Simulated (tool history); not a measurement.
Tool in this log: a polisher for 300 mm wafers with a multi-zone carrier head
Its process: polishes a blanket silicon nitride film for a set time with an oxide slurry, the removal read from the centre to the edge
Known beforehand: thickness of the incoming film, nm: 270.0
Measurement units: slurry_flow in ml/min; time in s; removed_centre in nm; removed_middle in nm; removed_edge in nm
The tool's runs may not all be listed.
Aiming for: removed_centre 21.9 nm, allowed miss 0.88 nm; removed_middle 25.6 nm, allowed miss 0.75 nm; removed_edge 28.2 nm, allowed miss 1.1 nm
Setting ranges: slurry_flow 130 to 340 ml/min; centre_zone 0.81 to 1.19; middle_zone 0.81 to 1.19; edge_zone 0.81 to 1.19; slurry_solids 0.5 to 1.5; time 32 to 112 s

| run | hour | slurry_flow | centre_zone | middle_zone | edge_zone | slurry_solids | time | removed_centre | removed_middle | removed_edge |
|---|---|---|---|---|---|---|---|---|---|---|
| 1 | 0 | 220 | 1 | 1 | 1 | 1 | 72 | 43.377 | 42.663 | 43.158 |
| 2 | 8.8 | 210 | 0.97 | 0.99 | 1.01 | 0.9 | 70 | 38.214 | 38.659 | 39.735 |
| 3 | 11.8 | 200 | 0.94 | 0.98 | 1.01 | 0.85 | 69 | 34.191 | 36.396 | 38.247 |
| 4 | 15.1 | 200 | 0.94 | 0.98 | 1.01 | 0.85 | 53 | 27.044 | 27.838 | 29.048 |
| 5 | 20.6 | 220 | 0.94 | 0.98 | 1.01 | 0.85 | 53 | 27.164 | 28.292 | 29.647 |
| 6 | 25.4 | 220 | 0.94 | 0.98 | 0.96 | 0.85 | 53 | 27.658 | 28.742 | 28.636 |
| 7 | 30.7 | 215 | 0.92 | 0.97 | 0.97 | 0.85 | 53 | 26.267 | 27.968 | 29.233 |
| 8 | 34.1 | 210 | 0.91 | 0.97 | 0.96 | 0.85 | 53 | 26.308 | 28.103 | 28.066 |
| 9 | 37.8 | 190 | 0.81 | 0.94 | 1.06 | 0.7 | 53 | 20.393 | 23.901 | 26.568 |
| 10 | 44.9 | 195 | 0.81 | 0.95 | 1.07 | 0.7 | 53 | 21.059 | 23.996 | 26.496 |
| 11 | 53.4 | 145 | 0.81 | 1 | 1.13 | 0.85 | 53 | 21.456 | 26.647 | 29.209 |
| 12 | 57.4 | 145 | 0.81 | 0.99 | 1.12 | 0.85 | 53 | 21.796 | 26.541 | 28.777 |

Exactly one of the 5 candidate moves below puts every result within its allowed miss. Which one?
| A | 61.4 | 150 | 0.82 | 1 | 1.13 | 0.9 | 53 | ? | ? | ? |
| B | 61.4 | 135 | 0.82 | 1 | 1.16 | 0.7 | 61 | ? | ? | ? |
| C | 61.4 | 140 | 0.81 | 0.93 | 1 | 0.85 | 55 | ? | ? | ? |
| D | 61.4 | 175 | 0.81 | 1.03 | 1.13 | 0.85 | 52 | ? | ? | ? |
| E | 61.4 | 150 | 0.81 | 0.99 | 1.11 | 0.95 | 51 | ? | ? | ? |

| move | removed_centre | removed_middle | removed_edge |
|---|---|---|---|
| A | 22.922 | 27.956 | 30.36 |
| B | 22.231 | 27.205 | 30.162 |
| C | 22.358 | 26.051 | 28.502 |
| D | 22.351 | 28.179 | 29.566 |
| E | 22.396 | 27.425 | 29.774 |
A: further off than the last run
B: further off than the last run
C: in spec on every target
D: further off than the last run
E: further off than the last run
So the answer is move C, the one that meets all the targets.
